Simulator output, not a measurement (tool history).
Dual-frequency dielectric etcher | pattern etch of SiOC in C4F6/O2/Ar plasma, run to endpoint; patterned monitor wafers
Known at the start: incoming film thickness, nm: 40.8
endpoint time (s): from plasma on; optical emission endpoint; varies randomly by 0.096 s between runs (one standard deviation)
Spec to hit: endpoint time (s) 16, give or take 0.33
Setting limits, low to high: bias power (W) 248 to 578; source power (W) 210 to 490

Run 1, day 0: bias power (W) 413, source power (W) 350. Result: endpoint time (s) 14.075.
Run 2, day 0.279: bias power (W) 413, source power (W) 320. Result: endpoint time (s) 14.449.
Run 3, day 0.342: bias power (W) 392, source power (W) 320. Result: endpoint time (s) 14.57.
Run 4, day 0.483: bias power (W) 457, source power (W) 320. Result: endpoint time (s) 14.058.
Run 5, day 0.825: bias power (W) 457, source power (W) 280. Result: endpoint time (s) 14.731.
Run 6, day 1.021: bias power (W) 457, source power (W) 340. Result: endpoint time (s) 13.595.
Run 7, day 1.379: bias power (W) 457, source power (W) 340. Result: endpoint time (s) 13.483.
Run 8, day 1.471: bias power (W) 423, source power (W) 340. Result: endpoint time (s) 14.034.
Run 9, day 1.683: bias power (W) 395, source power (W) 330. Result: endpoint time (s) 14.469.
Run 10, day 1.946: bias power (W) 373, source power (W) 330. Result: endpoint time (s) 14.866.

Below are 5 possible settings for the next run. Only one of them brings all results inside the allowed miss of their targets. Which is it?
Run A, day 2.208: bias power (W) 373, source power (W) 390. Result: endpoint time (s) ?.
Run B, day 2.208: bias power (W) 424, source power (W) 350. Result: endpoint time (s) ?.
Run C, day 2.208: bias power (W) 413, source power (W) 340. Result: endpoint time (s) ?.
Run D, day 2.208: bias power (W) 330, source power (W) 300. Result: endpoint time (s) ?.
Run E, day 2.208: bias power (W) 362, source power (W) 370. Result: endpoint time (s) ?.

move  endpoint time (s)
   A             14.056
   B             13.973
   C             14.261
   D             16.202
   E             14.491
A: the biggest miss grows against the last run
B: the biggest miss grows against the last run
C: the biggest miss grows against the last run
D: each result inside its tolerance
E: the biggest miss grows against the last run
Correct choice: D, which meets every target
